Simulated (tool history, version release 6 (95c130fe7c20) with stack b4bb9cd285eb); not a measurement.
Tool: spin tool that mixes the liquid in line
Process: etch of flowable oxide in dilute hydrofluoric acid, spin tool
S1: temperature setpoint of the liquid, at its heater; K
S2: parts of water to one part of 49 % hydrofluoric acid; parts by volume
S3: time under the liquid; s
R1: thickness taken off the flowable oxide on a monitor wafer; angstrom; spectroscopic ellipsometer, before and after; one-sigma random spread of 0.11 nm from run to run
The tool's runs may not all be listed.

{"run": 1, "hour": 0.0, "S1": 298.15, "S2": 145, "S3": 95, "R1": 177.34}
{"run": 2, "hour": 8.2, "S1": 297.65, "S2": 145, "S3": 95, "R1": 173.11}
{"run": 3, "hour": 12.5, "S1": 297.15, "S2": 145, "S3": 95, "R1": 171.1}
{"run": 4, "hour": 16.9, "S1": 297.15, "S2": 170, "S3": 95, "R1": 142.08}
{"run": 5, "hour": 20.1, "S1": 297.15, "S2": 195, "S3": 95, "R1": 119.99}
{"run": 6, "hour": 24.0, "S1": 297.15, "S2": 195, "S3": 100, "R1": 126.17}
{"run": 7, "hour": 32.2, "S1": 298.15, "S2": 195, "S3": 100, "R1": 131.42}

Run 8 has not been measured yet. What should we expect?
{"run": 8, "hour": 39.7, "S1": 298.65, "S2": 195, "S3": 100, "R1": "?"}

R1: 131.82 angstrom
